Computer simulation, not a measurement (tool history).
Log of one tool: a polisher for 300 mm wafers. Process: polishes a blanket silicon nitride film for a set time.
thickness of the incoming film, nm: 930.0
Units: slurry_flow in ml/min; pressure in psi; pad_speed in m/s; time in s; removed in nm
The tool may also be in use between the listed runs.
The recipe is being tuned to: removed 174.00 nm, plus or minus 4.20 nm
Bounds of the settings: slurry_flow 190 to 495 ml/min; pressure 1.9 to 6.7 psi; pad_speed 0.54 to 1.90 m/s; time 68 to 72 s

run 1 hour=0.0 | slurry_flow=320 pressure=4.3 pad_speed=1.22 time=68 | removed=141.46
run 2 hour=6.6 | slurry_flow=250 pressure=4.3 pad_speed=1.22 time=68 | removed=139.10
run 3 hour=10.7 | slurry_flow=200 pressure=4.3 pad_speed=1.22 time=68 | removed=135.08
run 4 hour=11.6 | slurry_flow=225 pressure=4.5 pad_speed=1.22 time=68 | removed=142.84
run 5 hour=16.6 | slurry_flow=225 pressure=3.6 pad_speed=1.22 time=68 | removed=115.23
run 6 hour=23.9 | slurry_flow=245 pressure=4.0 pad_speed=1.22 time=68 | removed=128.55
run 7 hour=30.4 | slurry_flow=260 pressure=4.3 pad_speed=1.22 time=68 | removed=136.47
run 8 hour=37.3 | slurry_flow=265 pressure=4.6 pad_speed=1.22 time=68 | removed=146.24
run 9 hour=41.2 | slurry_flow=270 pressure=4.8 pad_speed=1.22 time=68 | removed=154.02
run 10 hour=47.9 | slurry_flow=280 pressure=4.9 pad_speed=1.22 time=68 | removed=158.99
run 11 hour=52.1 | slurry_flow=290 pressure=5.0 pad_speed=1.22 time=68 | removed=161.56
run 12 hour=60.4 | slurry_flow=295 pressure=5.1 pad_speed=1.22 time=68 | removed=165.75
run 13 hour=65.4 | slurry_flow=300 pressure=5.2 pad_speed=1.22 time=68 | removed=167.78

4 candidate next runs follow, results not yet known. Just one meets every target within its allowed miss. Identify it.
run A hour=70.4 | slurry_flow=285 pressure=5.1 pad_speed=1.10 time=72 | removed=?
run B hour=70.4 | slurry_flow=215 pressure=4.8 pad_speed=1.42 time=70 | removed=?
run C hour=70.4 | slurry_flow=240 pressure=4.8 pad_speed=1.36 time=68 | removed=?
run D hour=70.4 | slurry_flow=325 pressure=5.7 pad_speed=0.98 time=70 | removed=?

move=A removed=158.50
move=B removed=173.92
move=C removed=164.85
move=D removed=158.16
A: the biggest miss grows against the last run
B: all results in spec
C: the biggest miss grows against the last run
D: the biggest miss grows against the last run
The right move is B.

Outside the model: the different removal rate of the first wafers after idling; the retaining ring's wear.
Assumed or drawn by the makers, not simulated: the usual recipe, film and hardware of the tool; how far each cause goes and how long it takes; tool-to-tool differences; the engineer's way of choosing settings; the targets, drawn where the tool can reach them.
